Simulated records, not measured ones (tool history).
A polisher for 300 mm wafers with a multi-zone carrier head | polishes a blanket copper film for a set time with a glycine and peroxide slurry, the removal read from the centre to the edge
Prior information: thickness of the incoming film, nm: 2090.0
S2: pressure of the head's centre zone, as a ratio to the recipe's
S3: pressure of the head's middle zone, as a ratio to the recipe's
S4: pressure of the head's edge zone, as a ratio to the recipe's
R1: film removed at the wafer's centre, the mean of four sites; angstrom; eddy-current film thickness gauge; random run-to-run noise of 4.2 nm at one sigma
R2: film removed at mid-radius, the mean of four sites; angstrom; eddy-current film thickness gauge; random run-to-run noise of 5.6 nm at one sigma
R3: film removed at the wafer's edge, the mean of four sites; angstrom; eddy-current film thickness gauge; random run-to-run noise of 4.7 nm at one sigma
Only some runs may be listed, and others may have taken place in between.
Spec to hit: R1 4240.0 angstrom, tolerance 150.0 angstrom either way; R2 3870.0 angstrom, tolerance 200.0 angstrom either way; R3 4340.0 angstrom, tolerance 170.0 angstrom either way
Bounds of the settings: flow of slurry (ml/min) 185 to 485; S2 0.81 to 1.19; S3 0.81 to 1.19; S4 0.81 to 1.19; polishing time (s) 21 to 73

Run 1, day 0.000: flow of slurry (ml/min) 310, S2 1.00, S3 1.00, S4 1.00, polishing time (s) 47. Result: R1 2788.6 angstrom, R2 2737.7 angstrom, R3 2712.2 angstrom.
Run 2, day 0.162: flow of slurry (ml/min) 310, S2 1.01, S3 0.98, S4 1.05, polishing time (s) 53. Result: R1 3116.9 angstrom, R2 3124.4 angstrom, R3 3119.3 angstrom.
Run 3, day 0.238: flow of slurry (ml/min) 310, S2 1.01, S3 1.03, S4 1.05, polishing time (s) 53. Result: R1 3160.8 angstrom, R2 3245.5 angstrom, R3 3165.2 angstrom.
Run 4, day 0.400: flow of slurry (ml/min) 310, S2 1.01, S3 0.95, S4 1.05, polishing time (s) 53. Result: R1 3187.5 angstrom, R2 3089.5 angstrom, R3 3068.7 angstrom.
Run 5, day 0.767: flow of slurry (ml/min) 310, S2 1.08, S3 0.95, S4 1.05, polishing time (s) 53. Result: R1 3412.5 angstrom, R2 2995.5 angstrom, R3 3146.2 angstrom.
Run 6, day 1.133: flow of slurry (ml/min) 270, S2 1.09, S3 0.95, S4 1.10, polishing time (s) 57. Result: R1 3641.9 angstrom, R2 3157.6 angstrom, R3 3429.3 angstrom.
Run 7, day 1.312: flow of slurry (ml/min) 245, S2 1.09, S3 0.97, S4 1.13, polishing time (s) 60. Result: R1 3728.6 angstrom, R2 3307.7 angstrom, R3 3585.2 angstrom.
Run 8, day 1.500: flow of slurry (ml/min) 280, S2 1.07, S3 0.95, S4 1.15, polishing time (s) 62. Result: R1 3822.0 angstrom, R2 3476.3 angstrom, R3 3800.3 angstrom.
At day 1.717: worn pad replaced by a new one.
Run 9, day 1.717: flow of slurry (ml/min) 285, S2 1.06, S3 0.93, S4 1.19, polishing time (s) 68. Result: R1 4532.1 angstrom, R2 4096.0 angstrom, R3 4571.5 angstrom.

Of the 5 settings listed for the next run, only one would bring every result within its allowed miss of target. Which one?
Run A, day 1.933: flow of slurry (ml/min) 185, S2 1.07, S3 0.97, S4 1.19, polishing time (s) 67. Result: R1 ?, R2 ?, R3 ?.
Run B, day 1.933: flow of slurry (ml/min) 335, S2 1.00, S3 0.97, S4 1.14, polishing time (s) 68. Result: R1 ?, R2 ?, R3 ?.
Run C, day 1.933: flow of slurry (ml/min) 185, S2 1.00, S3 0.88, S4 1.19, polishing time (s) 66. Result: R1 ?, R2 ?, R3 ?.
Run D, day 1.933: flow of slurry (ml/min) 350, S2 1.10, S3 0.96, S4 0.96, polishing time (s) 69. Result: R1 ?, R2 ?, R3 ?.
Run E, day 1.933: flow of slurry (ml/min) 260, S2 0.95, S3 1.04, S4 1.14, polishing time (s) 68. Result: R1 ?, R2 ?, R3 ?.

move      R1      R2      R3
   A  4218.3  3875.9  4303.1
   B  4314.6  4214.4  4496.6
   C  3879.4  3551.2  4243.4
   D  4838.6  4257.6  4203.9
   E  3988.9  4337.3  4409.1
A: all results in spec
B: the furthest-off result lands on target, but another misses its tolerance
C: pushes the last run's worst result past its target
D: lands further from the targets than the last run did
E: pushes the last run's worst result past its target
Move A is the one to make.

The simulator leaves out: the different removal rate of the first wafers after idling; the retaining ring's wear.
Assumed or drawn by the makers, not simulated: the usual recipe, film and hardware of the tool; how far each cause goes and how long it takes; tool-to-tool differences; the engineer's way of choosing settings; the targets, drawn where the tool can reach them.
